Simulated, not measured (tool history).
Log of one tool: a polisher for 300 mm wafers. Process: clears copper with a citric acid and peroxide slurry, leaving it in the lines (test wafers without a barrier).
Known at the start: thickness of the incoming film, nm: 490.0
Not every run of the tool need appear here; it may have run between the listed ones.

run,hour,flow of slurry (ml/min),pressure of the wafer on the pad (psi),speed of the pad under the wafer (m/s),abrasive content of the slurry,overpolish time after the end point (s),time until the end point was called (s),dishing of a wide line in a test structure (nm)
1,0.0,265,3.5,1.42,1.0,28,121.88,63.189
2,0.9,265,3.2,1.40,1.0,32,129.48,65.880
3,4.8,265,3.2,1.40,0.9,32,134.84,64.984
4,7.6,265,3.2,1.70,0.9,32,116.44,71.284
# hour 13.4: head pressure recalibrated
5,13.4,265,2.8,1.66,0.9,35,121.55,74.971
6,14.6,265,2.8,1.66,0.9,46,121.74,89.485

What does the tool deliver on the next run?
7,22.4,265,2.4,1.60,0.9,45,?,?

Logged for run 7: time until the end point was called (s) 144.74, dishing of a wide line in a test structure (nm) 76.771.
